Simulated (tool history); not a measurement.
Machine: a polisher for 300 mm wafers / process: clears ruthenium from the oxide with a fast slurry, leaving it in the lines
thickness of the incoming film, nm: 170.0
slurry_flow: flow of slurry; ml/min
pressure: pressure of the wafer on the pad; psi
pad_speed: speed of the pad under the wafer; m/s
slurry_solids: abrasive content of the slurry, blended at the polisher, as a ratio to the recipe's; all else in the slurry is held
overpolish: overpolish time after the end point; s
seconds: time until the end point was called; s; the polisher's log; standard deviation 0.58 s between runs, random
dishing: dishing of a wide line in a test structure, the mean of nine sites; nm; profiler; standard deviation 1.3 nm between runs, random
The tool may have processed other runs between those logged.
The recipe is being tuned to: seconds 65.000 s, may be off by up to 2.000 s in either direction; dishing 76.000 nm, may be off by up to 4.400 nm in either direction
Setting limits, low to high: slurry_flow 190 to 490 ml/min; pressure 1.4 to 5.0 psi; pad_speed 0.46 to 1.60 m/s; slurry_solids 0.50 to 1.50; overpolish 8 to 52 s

run,hour,slurry_flow,pressure,pad_speed,slurry_solids,overpolish,seconds,dishing
1,0.0,315,3.2,1.02,1.00,26,33.872,100.980
2,5.0,315,3.2,1.02,1.00,36,33.918,128.500
3,6.5,315,3.2,1.02,0.85,36,36.638,118.750
4,7.8,315,3.2,1.12,0.85,36,33.320,127.630
5,13.9,315,3.2,1.12,0.70,36,36.547,124.080
6,21.8,315,3.0,1.12,0.70,36,39.010,113.150
7,28.6,315,2.9,1.12,0.70,36,40.129,114.110
8,31.6,315,2.8,1.12,0.70,36,41.071,114.960
9,38.9,315,2.7,1.12,0.70,35,42.555,106.890
10,43.1,310,1.8,1.10,0.70,34,58.113,82.033
11,51.9,305,1.4,1.10,0.70,34,69.080,73.625

Pick the move, out of 4, that brings all results within their allowed miss; only one does.
A,60.7,305,1.5,1.02,0.65,37,?,?
B,60.7,370,1.4,1.06,0.60,38,?,?
C,60.7,340,1.4,1.10,0.65,38,?,?
D,60.7,265,1.5,1.30,0.55,33,?,?

move,seconds,dishing
A,74.715,75.533
B,77.538,74.918
C,72.068,79.307
D,65.412,76.637
A: misses by more than the last run did
B: misses by more than the last run did
C: misses by more than the last run did
D: every result within its allowed miss
Move D is the one to make.
